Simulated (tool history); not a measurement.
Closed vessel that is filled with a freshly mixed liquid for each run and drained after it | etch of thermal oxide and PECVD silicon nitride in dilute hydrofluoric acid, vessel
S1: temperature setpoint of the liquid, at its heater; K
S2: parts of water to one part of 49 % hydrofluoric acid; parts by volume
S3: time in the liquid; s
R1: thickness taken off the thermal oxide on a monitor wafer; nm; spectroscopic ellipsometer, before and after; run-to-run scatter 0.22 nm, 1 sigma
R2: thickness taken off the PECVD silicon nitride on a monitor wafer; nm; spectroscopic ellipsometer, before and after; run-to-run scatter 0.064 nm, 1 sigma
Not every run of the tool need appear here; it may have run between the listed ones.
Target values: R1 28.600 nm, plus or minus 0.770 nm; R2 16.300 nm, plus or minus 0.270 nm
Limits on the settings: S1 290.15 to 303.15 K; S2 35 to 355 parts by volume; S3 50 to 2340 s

run,hour,S1,S2,S3,R1,R2
1,0.0,295.15,195,1195,24.414,11.975
2,9.0,296.15,195,1200,25.350,12.739
3,16.9,297.15,195,1205,26.528,13.617
4,25.2,297.15,195,1465,32.095,16.626
5,29.8,300.15,195,1465,36.052,20.110
6,30.6,300.15,195,1925,47.102,26.278
7,37.2,299.65,210,1970,42.713,24.269
8,44.5,298.65,220,2015,40.416,22.336
9,53.1,298.15,235,2045,36.297,20.546
10,58.6,297.65,245,2070,34.892,19.368
11,61.7,297.65,255,2090,34.042,18.681
12,68.9,297.65,265,2105,32.360,18.230
13,72.4,297.65,270,2120,31.449,17.882
14,74.8,297.65,275,2130,30.835,17.607
15,77.7,297.65,280,2135,30.174,17.277
16,79.6,297.65,280,2140,30.143,17.332
17,88.1,297.65,280,2145,30.458,17.640
18,89.7,297.65,280,2150,30.248,17.482
19,94.0,297.65,280,2155,31.007,17.652
20,101.7,297.65,285,2160,29.636,17.289
21,104.3,297.65,285,2160,29.737,17.229
22,104.9,297.15,285,2165,29.900,16.695
23,113.0,297.65,300,2185,28.351,16.604
24,120.2,297.65,300,2180,28.341,16.662
25,122.0,297.65,300,2175,28.253,16.579

Of the 5 settings listed for the next run, only one would bring every result within its allowed miss of target. Which one?
A,123.8,297.15,290,2145,?,?
B,123.8,298.65,285,1980,?,?
C,123.8,298.65,300,2020,?,?
D,123.8,299.15,310,2145,?,?
E,123.8,298.15,305,2055,?,?

move,R1,R2
A,28.816,16.541
B,28.654,17.019
C,27.353,16.495
D,28.304,17.465
E,26.774,16.017
A: meets every target
B: misses by more than the last run did
C: meets the target for the result that was furthest off, but another lies outside its allowed miss
D: misses by more than the last run did
E: carries the result that was furthest off beyond its target, to the other side
The move that meets every target is A.

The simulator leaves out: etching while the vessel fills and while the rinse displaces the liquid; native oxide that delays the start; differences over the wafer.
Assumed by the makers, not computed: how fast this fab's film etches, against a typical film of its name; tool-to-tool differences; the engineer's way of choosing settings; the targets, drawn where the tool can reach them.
